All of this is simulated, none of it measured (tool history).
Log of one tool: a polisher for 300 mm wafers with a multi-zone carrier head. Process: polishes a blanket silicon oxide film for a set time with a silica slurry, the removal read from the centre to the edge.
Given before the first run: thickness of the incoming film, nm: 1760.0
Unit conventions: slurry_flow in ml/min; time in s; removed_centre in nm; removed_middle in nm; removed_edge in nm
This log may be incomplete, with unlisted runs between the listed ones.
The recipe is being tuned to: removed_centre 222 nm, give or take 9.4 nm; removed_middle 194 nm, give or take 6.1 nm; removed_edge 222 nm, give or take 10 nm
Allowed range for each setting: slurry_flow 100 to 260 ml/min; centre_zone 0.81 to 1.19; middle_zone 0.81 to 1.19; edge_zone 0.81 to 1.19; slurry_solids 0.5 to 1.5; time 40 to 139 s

Run 1, hour 0: slurry_flow 165 ml/min, centre_zone 1, middle_zone 1, edge_zone 1, slurry_solids 1, time 89 s. Result: removed_centre 386.49 nm, removed_middle 364.49 nm, removed_edge 352.16 nm.
Run 2, hour 8.2: slurry_flow 150 ml/min, centre_zone 0.98, middle_zone 0.95, edge_zone 1, slurry_solids 0.85, time 83 s. Result: removed_centre 306.2 nm, removed_middle 288.86 nm, removed_edge 298.9 nm.
Run 3, hour 12.2: slurry_flow 175 ml/min, centre_zone 0.98, middle_zone 0.95, edge_zone 1, slurry_solids 0.85, time 83 s. Result: removed_centre 318.89 nm, removed_middle 300.16 nm, removed_edge 303.78 nm.
Run 4, hour 16.3: slurry_flow 175 ml/min, centre_zone 0.98, middle_zone 0.95, edge_zone 1, slurry_solids 0.85, time 64 s. Result: removed_centre 239.62 nm, removed_middle 229.33 nm, removed_edge 234.41 nm.
Run 5, hour 22.5: slurry_flow 160 ml/min, centre_zone 0.98, middle_zone 0.92, edge_zone 0.99, slurry_solids 0.85, time 64 s. Result: removed_centre 240.12 nm, removed_middle 220.96 nm, removed_edge 237.1 nm.
Run 6, hour 23.7: slurry_flow 160 ml/min, centre_zone 0.94, middle_zone 0.92, edge_zone 0.99, slurry_solids 0.85, time 64 s. Result: removed_centre 233.16 nm, removed_middle 223.42 nm, removed_edge 233.68 nm.
Run 7, hour 31.5: slurry_flow 120 ml/min, centre_zone 0.96, middle_zone 0.82, edge_zone 0.97, slurry_solids 0.8, time 64 s. Result: removed_centre 213.63 nm, removed_middle 180.62 nm, removed_edge 207.42 nm.
Run 8, hour 37.6: slurry_flow 130 ml/min, centre_zone 0.96, middle_zone 0.83, edge_zone 0.98, slurry_solids 0.8, time 64 s. Result: removed_centre 218.8 nm, removed_middle 185.67 nm, removed_edge 212.68 nm.

Next run, 4 choices. One meets every target within its allowed miss, the rest don't. Which?
Run A, hour 43.7: slurry_flow 145 ml/min, centre_zone 0.98, middle_zone 0.87, edge_zone 1.06, slurry_solids 0.55, time 84 s. Result: removed_centre ?, removed_middle ?, removed_edge ?.
Run B, hour 43.7: slurry_flow 145 ml/min, centre_zone 0.96, middle_zone 0.91, edge_zone 1.02, slurry_solids 0.75, time 67 s. Result: removed_centre ?, removed_middle ?, removed_edge ?.
Run C, hour 43.7: slurry_flow 120 ml/min, centre_zone 0.98, middle_zone 0.92, edge_zone 0.92, slurry_solids 0.85, time 61 s. Result: removed_centre ?, removed_middle ?, removed_edge ?.
Run D, hour 43.7: slurry_flow 115 ml/min, centre_zone 0.95, middle_zone 0.88, edge_zone 1, slurry_solids 0.95, time 54 s. Result: removed_centre ?, removed_middle ?, removed_edge ?.

move  removed_centre  removed_middle  removed_edge
   A          218.42          191.09        221.89
   B          223.11          205.57        226.12
   C          213.51          196.79        208.37
   D          195.33          177.74        202.79
A: hits every target within its allowed miss
B: takes the result that was furthest off past its target
C: brings the result that was furthest off to its target, and leaves another outside
D: the biggest miss grows against the last run
A is the move that brings every result within its allowed miss.
